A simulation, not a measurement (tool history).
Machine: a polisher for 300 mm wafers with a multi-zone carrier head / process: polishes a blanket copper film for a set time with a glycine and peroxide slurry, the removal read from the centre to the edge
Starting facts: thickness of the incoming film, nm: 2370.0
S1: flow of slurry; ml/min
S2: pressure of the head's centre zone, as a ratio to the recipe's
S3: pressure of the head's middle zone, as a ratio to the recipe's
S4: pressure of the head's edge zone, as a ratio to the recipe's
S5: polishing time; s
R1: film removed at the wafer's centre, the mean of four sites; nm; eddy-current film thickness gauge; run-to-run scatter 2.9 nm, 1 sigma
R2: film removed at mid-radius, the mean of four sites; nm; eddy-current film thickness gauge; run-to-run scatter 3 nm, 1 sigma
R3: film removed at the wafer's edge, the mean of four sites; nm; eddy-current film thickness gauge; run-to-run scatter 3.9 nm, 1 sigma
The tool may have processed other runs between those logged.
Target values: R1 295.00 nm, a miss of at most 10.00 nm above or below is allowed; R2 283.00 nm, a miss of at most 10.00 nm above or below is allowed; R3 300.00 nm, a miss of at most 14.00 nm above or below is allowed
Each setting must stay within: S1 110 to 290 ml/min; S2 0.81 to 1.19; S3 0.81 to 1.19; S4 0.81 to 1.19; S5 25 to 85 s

{"run": 1, "hour": 0.0, "S1": 185, "S2": 1.0, "S3": 1.0, "S4": 1.0, "S5": 55, "R1": 376.59, "R2": 369.78, "R3": 357.09}
{"run": 2, "hour": 4.2, "S1": 180, "S2": 0.99, "S3": 0.99, "S4": 0.99, "S5": 54, "R1": 360.48, "R2": 351.12, "R3": 345.45}
{"run": 3, "hour": 4.7, "S1": 175, "S2": 0.98, "S3": 0.98, "S4": 0.98, "S5": 54, "R1": 351.41, "R2": 345.72, "R3": 345.99}
{"run": 4, "hour": 9.6, "S1": 175, "S2": 0.98, "S3": 0.97, "S4": 0.97, "S5": 53, "R1": 353.42, "R2": 332.52, "R3": 341.18}
{"run": 5, "hour": 10.8, "S1": 175, "S2": 0.98, "S3": 0.94, "S4": 0.97, "S5": 53, "R1": 352.54, "R2": 324.09, "R3": 342.03}
{"run": 6, "hour": 13.4, "S1": 170, "S2": 0.97, "S3": 0.94, "S4": 0.96, "S5": 53, "R1": 338.78, "R2": 334.5, "R3": 339.43}
{"run": 7, "hour": 21.3, "S1": 170, "S2": 0.97, "S3": 0.93, "S4": 0.96, "S5": 52, "R1": 333.6, "R2": 325.88, "R3": 331.64}
{"run": 8, "hour": 27.5, "S1": 170, "S2": 0.97, "S3": 0.92, "S4": 0.96, "S5": 52, "R1": 337.94, "R2": 316.05, "R3": 333.35}

Which one of the following 5 next-run settings gets every result inside its allowed miss? There is exactly one.
{"run": "A", "hour": 33.7, "S1": 160, "S2": 0.85, "S3": 0.81, "S4": 1.11, "S5": 50, "R1": "?", "R2": "?", "R3": "?"}
{"run": "B", "hour": 33.7, "S1": 190, "S2": 1.14, "S3": 0.91, "S4": 0.92, "S5": 48, "R1": "?", "R2": "?", "R3": "?"}
{"run": "C", "hour": 33.7, "S1": 125, "S2": 0.9, "S3": 0.83, "S4": 0.85, "S5": 51, "R1": "?", "R2": "?", "R3": "?"}
{"run": "D", "hour": 33.7, "S1": 195, "S2": 1.1, "S3": 1.18, "S4": 0.81, "S5": 50, "R1": "?", "R2": "?", "R3": "?"}
{"run": "E", "hour": 33.7, "S1": 185, "S2": 1.12, "S3": 0.81, "S4": 0.98, "S5": 55, "R1": "?", "R2": "?", "R3": "?"}

move=A R1=282.37 R2=275.61 R3=340.07
move=B R1=367.58 R2=292.51 R3=302.06
move=C R1=293.79 R2=277.27 R3=298.65
move=D R1=371.75 R2=370.39 R3=296.84
move=E R1=412.42 R2=307.98 R3=356.18
A: the result that was furthest off in the last run now lies on the other side of its target
B: lands further from the targets than the last run did
C: every result within its allowed miss
D: lands further from the targets than the last run did
E: lands further from the targets than the last run did
C is the move that brings every result within its allowed miss.
